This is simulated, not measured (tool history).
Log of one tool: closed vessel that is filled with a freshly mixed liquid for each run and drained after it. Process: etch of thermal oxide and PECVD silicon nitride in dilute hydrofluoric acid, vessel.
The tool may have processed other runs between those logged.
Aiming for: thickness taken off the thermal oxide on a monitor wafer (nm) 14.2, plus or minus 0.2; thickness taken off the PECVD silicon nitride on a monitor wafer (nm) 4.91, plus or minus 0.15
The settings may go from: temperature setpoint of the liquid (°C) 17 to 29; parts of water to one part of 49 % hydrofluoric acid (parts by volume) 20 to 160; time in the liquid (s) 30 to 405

run  hour  temperature setpoint of the liquid (°C)  parts of water to one part of 49 % hydrofluoric acid (parts by volume)  time in the liquid (s)  thickness taken off the thermal oxide on a monitor wafer (nm)  thickness taken off the PECVD silicon nitride on a monitor wafer (nm)
  1     0                                       21                                                                      90                     205                                                         9.9745                                                                 3.5997
  2   2.5                                       21                                                                      85                     200                                                         10.361                                                                 3.6651
  3   8.2                                       23                                                                      85                     200                                                         11.175                                                                 4.3223
  4  14.9                                     22.5                                                                      80                     200                                                         11.715                                                                 4.3515
  5  22.3                                     22.5                                                                      80                     245                                                         14.517                                                                  5.372
  6    25                                     22.5                                                                      60                     245                                                          19.57                                                                 7.1097
  7  28.2                                       22                                                                      65                     245                                                         17.756                                                                 6.3895
  8  35.9                                     21.5                                                                      70                     245                                                         15.994                                                                 5.6452
  9  44.3                                       21                                                                      75                     245                                                         14.515                                                                 5.1238

Which of these 4 next moves meets every target?
  A  52.7                                       23                                                                      80                     240                                                              ?                                                                      ?
  B  52.7                                     18.5                                                                      60                     210                                                              ?                                                                      ?
  C  52.7                                     20.5                                                                      75                     245                                                              ?                                                                      ?
  D  52.7                                     20.5                                                                     100                     320                                                              ?                                                                      ?

move  thickness taken off the thermal oxide on a monitor wafer (nm)  thickness taken off the PECVD silicon nitride on a monitor wafer (nm)
   A                                                         14.339                                                                 5.3818
   B                                                         14.138                                                                 4.5522
   C                                                         14.143                                                                 4.9242
   D                                                         13.482                                                                 4.8628
A: puts the biggest miss on target and leaves a different result outside tolerance
B: puts the biggest miss on target and leaves a different result outside tolerance
C: every result within its allowed miss
D: moves the result that the last run missed by most past its target, out the other side
Go with C: it meets all targets.

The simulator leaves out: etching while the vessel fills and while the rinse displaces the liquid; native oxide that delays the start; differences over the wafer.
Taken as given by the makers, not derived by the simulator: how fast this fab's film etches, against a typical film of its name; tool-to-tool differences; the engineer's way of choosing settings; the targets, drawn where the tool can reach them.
